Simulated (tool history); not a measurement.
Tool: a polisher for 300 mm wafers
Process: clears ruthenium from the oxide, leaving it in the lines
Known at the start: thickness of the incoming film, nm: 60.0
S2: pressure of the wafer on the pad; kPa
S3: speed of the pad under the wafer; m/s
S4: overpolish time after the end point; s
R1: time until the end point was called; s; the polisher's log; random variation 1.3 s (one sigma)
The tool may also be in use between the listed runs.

run 1 day=0.000 | flow_of_slurry_(ml/min)=155 S2=11.7 S3=0.82 S4=26 | R1=79.568
run 2 day=0.212 | flow_of_slurry_(ml/min)=150 S2=9.7 S3=0.82 S4=26 | R1=94.202
run 3 day=0.579 | flow_of_slurry_(ml/min)=125 S2=9.7 S3=0.82 S4=26 | R1=96.987
run 4 day=0.846 | flow_of_slurry_(ml/min)=125 S2=11.0 S3=0.82 S4=26 | R1=83.015
run 5 day=1.075 | flow_of_slurry_(ml/min)=125 S2=11.0 S3=0.96 S4=26 | R1=72.465
run 6 day=1.367 | flow_of_slurry_(ml/min)=125 S2=10.3 S3=0.96 S4=26 | R1=76.633

Run 7 comes next. What will it give?
run 7 day=1.571 | flow_of_slurry_(ml/min)=125 S2=9.7 S3=0.96 S4=26 | R1=?

R1: 82.847 s
